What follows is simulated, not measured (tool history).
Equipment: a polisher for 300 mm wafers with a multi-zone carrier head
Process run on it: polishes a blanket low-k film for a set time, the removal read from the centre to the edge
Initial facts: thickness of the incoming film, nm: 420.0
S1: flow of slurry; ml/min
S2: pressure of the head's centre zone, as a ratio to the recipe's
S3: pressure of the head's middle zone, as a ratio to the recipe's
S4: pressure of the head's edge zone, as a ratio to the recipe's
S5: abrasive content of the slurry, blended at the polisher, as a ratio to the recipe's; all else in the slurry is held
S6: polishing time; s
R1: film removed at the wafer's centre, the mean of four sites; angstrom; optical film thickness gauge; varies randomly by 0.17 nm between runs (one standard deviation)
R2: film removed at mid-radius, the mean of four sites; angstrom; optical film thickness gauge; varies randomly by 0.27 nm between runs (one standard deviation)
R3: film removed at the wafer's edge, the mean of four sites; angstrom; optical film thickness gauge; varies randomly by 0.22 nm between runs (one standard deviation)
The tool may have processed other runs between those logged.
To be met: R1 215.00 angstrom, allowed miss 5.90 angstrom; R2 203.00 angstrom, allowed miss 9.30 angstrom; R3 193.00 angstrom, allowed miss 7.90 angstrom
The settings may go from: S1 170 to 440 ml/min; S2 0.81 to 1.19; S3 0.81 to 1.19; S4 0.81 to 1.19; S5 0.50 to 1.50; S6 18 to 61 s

| run | day | S1 | S2 | S3 | S4 | S5 | S6 | R1 | R2 | R3 |
|---|---|---|---|---|---|---|---|---|---|---|
| 1 | 0.000 | 280 | 1.00 | 1.00 | 1.00 | 1.00 | 39 | 177.24 | 170.92 | 169.54 |
| 2 | 0.354 | 290 | 1.03 | 1.03 | 1.03 | 1.05 | 39 | 183.33 | 174.91 | 175.39 |
| 3 | 0.488 | 295 | 1.05 | 1.05 | 1.03 | 1.10 | 39 | 190.59 | 176.75 | 178.57 |
| 4 | 0.517 | 300 | 1.06 | 1.08 | 1.02 | 1.15 | 39 | 196.11 | 184.34 | 179.68 |
| 5 | 0.817 | 305 | 1.07 | 1.10 | 1.02 | 1.20 | 39 | 199.47 | 193.42 | 182.54 |
| 6 | 0.871 | 310 | 1.08 | 1.11 | 1.03 | 1.25 | 39 | 203.71 | 193.10 | 182.82 |
| 7 | 0.892 | 310 | 1.08 | 1.11 | 1.04 | 1.30 | 39 | 207.24 | 202.35 | 190.44 |
| 8 | 1.192 | 310 | 1.09 | 1.11 | 1.04 | 1.30 | 39 | 209.93 | 200.94 | 186.91 |
| 9 | 1.275 | 310 | 1.09 | 1.10 | 1.05 | 1.30 | 39 | 207.88 | 199.94 | 189.60 |

Of the 4 settings listed for the next run, only one would bring every result within its allowed miss of target. Which one?
| A | 1.358 | 250 | 1.13 | 1.13 | 1.07 | 1.10 | 42 | ? | ? | ? |
| B | 1.358 | 300 | 1.12 | 1.19 | 0.98 | 1.50 | 36 | ? | ? | ? |
| C | 1.358 | 365 | 1.10 | 1.17 | 1.04 | 1.25 | 37 | ? | ? | ? |
| D | 1.358 | 300 | 1.00 | 1.00 | 1.17 | 1.20 | 41 | ? | ? | ? |

| move | R1 | R2 | R3 |
|---|---|---|---|
| A | 214.62 | 202.79 | 195.43 |
| B | 203.89 | 201.26 | 178.73 |
| C | 199.15 | 196.75 | 180.96 |
| D | 198.00 | 189.22 | 206.94 |
A: each result inside its tolerance
B: its largest miss is bigger than the last run's
C: its largest miss is bigger than the last run's
D: its largest miss is bigger than the last run's
The move that meets every target is A.
